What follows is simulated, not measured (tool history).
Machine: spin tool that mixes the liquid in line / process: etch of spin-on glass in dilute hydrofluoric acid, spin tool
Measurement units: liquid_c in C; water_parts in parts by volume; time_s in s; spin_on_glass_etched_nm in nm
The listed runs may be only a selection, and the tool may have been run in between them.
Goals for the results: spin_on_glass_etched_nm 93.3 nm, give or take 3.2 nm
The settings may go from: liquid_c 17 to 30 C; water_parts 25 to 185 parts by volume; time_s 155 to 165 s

Run 1, day 0: liquid_c 22 C, water_parts 105 parts by volume, time_s 155 s. Result: spin_on_glass_etched_nm 59.457 nm.
Run 2, day 0.075: liquid_c 22 C, water_parts 125 parts by volume, time_s 155 s. Result: spin_on_glass_etched_nm 48.166 nm.
Run 3, day 0.346: liquid_c 23 C, water_parts 120 parts by volume, time_s 155 s. Result: spin_on_glass_etched_nm 52.942 nm.
Run 4, day 0.538: liquid_c 24 C, water_parts 115 parts by volume, time_s 155 s. Result: spin_on_glass_etched_nm 57.396 nm.
Run 5, day 0.8: liquid_c 24 C, water_parts 130 parts by volume, time_s 155 s. Result: spin_on_glass_etched_nm 50.056 nm.
Run 6, day 1.012: liquid_c 25 C, water_parts 125 parts by volume, time_s 155 s. Result: spin_on_glass_etched_nm 54.451 nm.
Run 7, day 1.208: liquid_c 25.5 C, water_parts 120 parts by volume, time_s 155 s. Result: spin_on_glass_etched_nm 58.426 nm.
Run 8, day 1.392: liquid_c 26 C, water_parts 115 parts by volume, time_s 155 s. Result: spin_on_glass_etched_nm 62.292 nm.
Run 9, day 1.5: liquid_c 26.5 C, water_parts 110 parts by volume, time_s 155 s. Result: spin_on_glass_etched_nm 67.317 nm.
Run 10, day 1.588: liquid_c 27 C, water_parts 105 parts by volume, time_s 155 s. Result: spin_on_glass_etched_nm 72.798 nm.

Pick the move, out of 4, that brings all results within their allowed miss; only one does.
Run A, day 1.675: liquid_c 28.5 C, water_parts 80 parts by volume, time_s 165 s. Result: spin_on_glass_etched_nm ?.
Run B, day 1.675: liquid_c 30 C, water_parts 105 parts by volume, time_s 165 s. Result: spin_on_glass_etched_nm ?.
Run C, day 1.675: liquid_c 24.5 C, water_parts 80 parts by volume, time_s 165 s. Result: spin_on_glass_etched_nm ?.
Run D, day 1.675: liquid_c 28.5 C, water_parts 80 parts by volume, time_s 155 s. Result: spin_on_glass_etched_nm ?.

move  spin_on_glass_etched_nm
   A                   112.24
   B                   87.404
   C                   95.894
   D                   105.44
A: takes the biggest miss from the last run beyond its target
B: an improvement on the last run, though not all results are within tolerance
C: each result inside its tolerance
D: takes the biggest miss from the last run beyond its target
Move C is the one to make.
